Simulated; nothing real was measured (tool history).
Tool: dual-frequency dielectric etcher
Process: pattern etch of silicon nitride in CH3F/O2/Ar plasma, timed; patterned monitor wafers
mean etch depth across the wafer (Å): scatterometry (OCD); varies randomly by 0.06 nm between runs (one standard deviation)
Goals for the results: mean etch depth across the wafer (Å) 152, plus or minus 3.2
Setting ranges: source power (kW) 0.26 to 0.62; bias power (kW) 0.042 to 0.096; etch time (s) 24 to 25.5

run	day	source power (kW)	bias power (kW)	etch time (s)	mean etch depth across the wafer (Å)
1	0	0.44	0.069	25.5	184.87
2	0.029	0.39	0.069	25.5	175.64
3	0.267	0.38	0.068	25.5	170.18
4	0.417	0.37	0.068	25.5	169.22
5	0.546	0.36	0.068	25.5	165.21
6	0.883	0.44	0.068	25.5	184.26
7	1.008	0.42	0.068	25.5	179.25
8	1.138	0.41	0.068	25.5	177.43
9	1.425	0.4	0.068	25.5	175.24
10	1.738	0.31	0.061	25	143.43

Consider the 5 candidate settings below. Which is the only one whose results all fall within their allowed miss of target?
A	2.05	0.26	0.069	25.5	?
B	2.05	0.32	0.054	24.5	?
C	2.05	0.33	0.061	25.5	?
D	2.05	0.34	0.055	24	?
E	2.05	0.29	0.059	25.5	?

move	mean etch depth across the wafer (Å)
A	139.16
B	136.86
C	151.97
D	139.64
E	139.43
A: further off than the last run
B: further off than the last run
C: all results in spec
D: further off than the last run
E: further off than the last run
C meets every target.
